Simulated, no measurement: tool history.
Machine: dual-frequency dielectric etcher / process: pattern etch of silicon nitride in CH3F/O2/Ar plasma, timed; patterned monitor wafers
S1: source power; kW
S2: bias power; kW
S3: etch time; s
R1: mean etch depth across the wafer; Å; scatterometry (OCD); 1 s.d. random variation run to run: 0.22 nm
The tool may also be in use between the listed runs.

Run 1, day 0.000: S1 0.380 kW, S2 0.068 kW, S3 37.5 s. Result: R1 272.84 Å.
Run 2, day 0.179: S1 0.400 kW, S2 0.069 kW, S3 37.5 s. Result: R1 278.88 Å.
Run 3, day 0.462: S1 0.410 kW, S2 0.070 kW, S3 37.5 s. Result: R1 285.59 Å.
Run 4, day 0.654: S1 0.370 kW, S2 0.070 kW, S3 37.5 s. Result: R1 276.10 Å.
Run 5, day 0.792: S1 0.370 kW, S2 0.082 kW, S3 37.5 s. Result: R1 296.56 Å.
Run 6, day 0.858: S1 0.380 kW, S2 0.082 kW, S3 37.5 s. Result: R1 297.97 Å.
Run 7, day 1.133: S1 0.390 kW, S2 0.082 kW, S3 37.5 s. Result: R1 300.58 Å.

Estimate the outcome of run 8 from the log above:
Run 8, day 1.246: S1 0.400 kW, S2 0.082 kW, S3 37.5 s. Result: R1 ?.

For run 8 the tool returned R1 301.99 Å.

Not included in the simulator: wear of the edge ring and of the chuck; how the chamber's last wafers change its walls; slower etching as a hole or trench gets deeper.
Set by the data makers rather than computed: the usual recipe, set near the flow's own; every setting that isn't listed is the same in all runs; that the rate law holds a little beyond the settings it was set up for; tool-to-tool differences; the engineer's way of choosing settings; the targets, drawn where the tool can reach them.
